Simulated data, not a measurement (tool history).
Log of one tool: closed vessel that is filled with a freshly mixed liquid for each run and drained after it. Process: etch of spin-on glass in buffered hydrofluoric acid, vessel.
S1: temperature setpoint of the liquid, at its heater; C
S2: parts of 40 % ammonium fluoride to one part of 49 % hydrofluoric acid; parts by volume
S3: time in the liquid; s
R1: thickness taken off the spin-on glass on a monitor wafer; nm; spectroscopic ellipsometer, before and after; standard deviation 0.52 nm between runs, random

run    day    S1    S2  S3      R1
  1      0    21    14  95     185
  2  0.379  20.5  14.5  95  173.41
  3  0.571    20  14.5  95  170.16
  4  0.604    22  14.5  95  187.16
  5    0.9  21.5  14.5  95  183.69
  6  1.254    18  14.5  95  150.06
  7  1.383  17.5  15.5  95  137.29

Forecast run 8:
  8  1.421  17  16  95   ?

{"run 8": {"R1": 129.28}}
